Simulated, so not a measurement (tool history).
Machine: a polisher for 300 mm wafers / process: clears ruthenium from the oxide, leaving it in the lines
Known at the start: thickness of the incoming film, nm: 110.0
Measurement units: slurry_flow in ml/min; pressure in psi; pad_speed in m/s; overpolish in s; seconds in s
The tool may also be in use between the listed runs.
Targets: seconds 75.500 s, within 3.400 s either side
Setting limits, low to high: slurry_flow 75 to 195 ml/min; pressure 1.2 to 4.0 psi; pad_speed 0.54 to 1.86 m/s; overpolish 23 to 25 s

{"run": 1, "hour": 0.0, "slurry_flow": 125, "pressure": 2.6, "pad_speed": 1.18, "overpolish": 23, "seconds": 55.257}
{"run": 2, "hour": 6.4, "slurry_flow": 125, "pressure": 2.5, "pad_speed": 1.18, "overpolish": 23, "seconds": 58.981}
{"run": 3, "hour": 14.5, "slurry_flow": 125, "pressure": 2.4, "pad_speed": 1.18, "overpolish": 23, "seconds": 59.721}
{"run": 4, "hour": 22.3, "slurry_flow": 125, "pressure": 2.4, "pad_speed": 1.18, "overpolish": 25, "seconds": 61.4}
{"run": 5, "hour": 28.3, "slurry_flow": 125, "pressure": 2.4, "pad_speed": 1.18, "overpolish": 23, "seconds": 60.163}
{"run": 6, "hour": 31.6, "slurry_flow": 125, "pressure": 2.3, "pad_speed": 1.18, "overpolish": 23, "seconds": 62.499}
{"run": 7, "hour": 35.1, "slurry_flow": 125, "pressure": 2.2, "pad_speed": 1.18, "overpolish": 23, "seconds": 65.072}
{"run": 8, "hour": 43.5, "slurry_flow": 115, "pressure": 1.8, "pad_speed": 1.16, "overpolish": 23, "seconds": 83.06}

Next run, 5 choices. One meets every target within its allowed miss, the rest don't. Which?
{"run": "A", "hour": 51.9, "slurry_flow": 125, "pressure": 2.0, "pad_speed": 1.14, "overpolish": 23, "seconds": "?"}
{"run": "B", "hour": 51.9, "slurry_flow": 125, "pressure": 1.8, "pad_speed": 1.14, "overpolish": 23, "seconds": "?"}
{"run": "C", "hour": 51.9, "slurry_flow": 145, "pressure": 1.9, "pad_speed": 1.04, "overpolish": 25, "seconds": "?"}
{"run": "D", "hour": 51.9, "slurry_flow": 115, "pressure": 1.7, "pad_speed": 1.2, "overpolish": 23, "seconds": "?"}
{"run": "E", "hour": 51.9, "slurry_flow": 85, "pressure": 1.9, "pad_speed": 1.44, "overpolish": 23, "seconds": "?"}

move=A seconds=72.731
move=B seconds=79.920
move=C seconds=81.074
move=D seconds=81.293
move=E seconds=65.933
A: every result within its allowed miss
B: nearer the targets than the last run, but a result is still out of spec
C: nearer the targets than the last run, but a result is still out of spec
D: nearer the targets than the last run, but a result is still out of spec
E: moves the result that the last run missed by most past its target, out the other side
Move A is the one to make.
